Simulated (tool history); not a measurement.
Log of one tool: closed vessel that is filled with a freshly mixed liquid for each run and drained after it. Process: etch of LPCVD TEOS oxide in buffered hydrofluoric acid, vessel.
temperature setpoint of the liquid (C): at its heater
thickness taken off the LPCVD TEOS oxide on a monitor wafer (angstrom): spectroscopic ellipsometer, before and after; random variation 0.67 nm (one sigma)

run	hour	temperature setpoint of the liquid (C)	parts of 40 % ammonium fluoride to one part of 49 % hydrofluoric acid (parts by volume)	time in the liquid (s)	thickness taken off the LPCVD TEOS oxide on a monitor wafer (angstrom)
1	0	22	19.5	100	679.63
2	0.7	22	15.5	100	836.22
3	1.5	19	15.5	100	705.75
4	7	19.5	15.5	100	736.75
5	12.2	17	15.5	100	643.24
6	19.8	17	15.5	105	675.07
7	24.7	18	15.5	105	716.08
8	26.6	18.5	15.5	105	737.09

Forecast run 9:
9	32.4	19	15.5	105	?

Run 9 gave thickness taken off the LPCVD TEOS oxide on a monitor wafer (angstrom) 742.99.
